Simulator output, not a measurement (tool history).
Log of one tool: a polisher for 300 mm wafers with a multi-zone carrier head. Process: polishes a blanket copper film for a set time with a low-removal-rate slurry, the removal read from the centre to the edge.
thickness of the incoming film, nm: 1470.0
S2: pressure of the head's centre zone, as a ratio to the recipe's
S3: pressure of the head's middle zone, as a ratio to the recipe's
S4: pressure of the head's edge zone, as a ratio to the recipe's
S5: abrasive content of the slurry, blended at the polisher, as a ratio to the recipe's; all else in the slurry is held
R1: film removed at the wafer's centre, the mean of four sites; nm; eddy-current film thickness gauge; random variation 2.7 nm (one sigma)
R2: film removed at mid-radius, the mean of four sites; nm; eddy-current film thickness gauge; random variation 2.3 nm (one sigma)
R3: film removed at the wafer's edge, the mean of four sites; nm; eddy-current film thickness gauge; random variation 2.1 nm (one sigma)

{"run": 1, "hour": 0.0, "flow of slurry (ml/min)": 300, "S2": 1.0, "S3": 1.0, "S4": 1.0, "S5": 1.0, "polishing time (s)": 40, "R1": 120.09, "R2": 121.75, "R3": 125.78}
{"run": 2, "hour": 6.9, "flow of slurry (ml/min)": 305, "S2": 1.02, "S3": 1.02, "S4": 1.02, "S5": 1.1, "polishing time (s)": 42, "R1": 132.73, "R2": 132.36, "R3": 132.56}
{"run": 3, "hour": 8.0, "flow of slurry (ml/min)": 305, "S2": 1.09, "S3": 1.02, "S4": 1.02, "S5": 1.1, "polishing time (s)": 42, "R1": 141.43, "R2": 131.57, "R3": 129.5}
{"run": 4, "hour": 16.0, "flow of slurry (ml/min)": 305, "S2": 1.09, "S3": 1.02, "S4": 0.95, "S5": 1.1, "polishing time (s)": 42, "R1": 145.16, "R2": 133.32, "R3": 125.93}
{"run": 5, "hour": 24.2, "flow of slurry (ml/min)": 305, "S2": 1.08, "S3": 1.02, "S4": 0.97, "S5": 1.15, "polishing time (s)": 45, "R1": 150.94, "R2": 140.66, "R3": 139.32}
{"run": 6, "hour": 29.8, "flow of slurry (ml/min)": 305, "S2": 1.08, "S3": 1.03, "S4": 0.98, "S5": 1.2, "polishing time (s)": 47, "R1": 157.44, "R2": 148.5, "R3": 146.29}
{"run": 7, "hour": 37.8, "flow of slurry (ml/min)": 305, "S2": 1.08, "S3": 1.04, "S4": 0.99, "S5": 1.25, "polishing time (s)": 49, "R1": 164.91, "R2": 162.36, "R3": 155.04}
{"run": 8, "hour": 38.4, "flow of slurry (ml/min)": 305, "S2": 1.09, "S3": 1.03, "S4": 1.0, "S5": 1.3, "polishing time (s)": 51, "R1": 179.1, "R2": 167.7, "R3": 167.52}
{"run": 9, "hour": 46.0, "flow of slurry (ml/min)": 305, "S2": 1.09, "S3": 1.04, "S4": 1.02, "S5": 1.35, "polishing time (s)": 52, "R1": 181.95, "R2": 173.26, "R3": 169.51}
{"run": 10, "hour": 54.3, "flow of slurry (ml/min)": 305, "S2": 1.09, "S3": 1.04, "S4": 1.03, "S5": 1.35, "polishing time (s)": 53, "R1": 183.71, "R2": 179.01, "R3": 174.39}
{"run": 11, "hour": 55.9, "flow of slurry (ml/min)": 305, "S2": 1.09, "S3": 1.04, "S4": 1.03, "S5": 1.4, "polishing time (s)": 54, "R1": 193.37, "R2": 186.11, "R3": 179.34}

The next listed run, before its measurement:
{"run": 12, "hour": 59.4, "flow of slurry (ml/min)": 305, "S2": 1.08, "S3": 1.03, "S4": 1.04, "S5": 1.4, "polishing time (s)": 54, "R1": "?", "R2": "?", "R3": "?"}

Run 12 gave R1 187.21 nm, R2 181.39 nm, R3 181.14 nm.
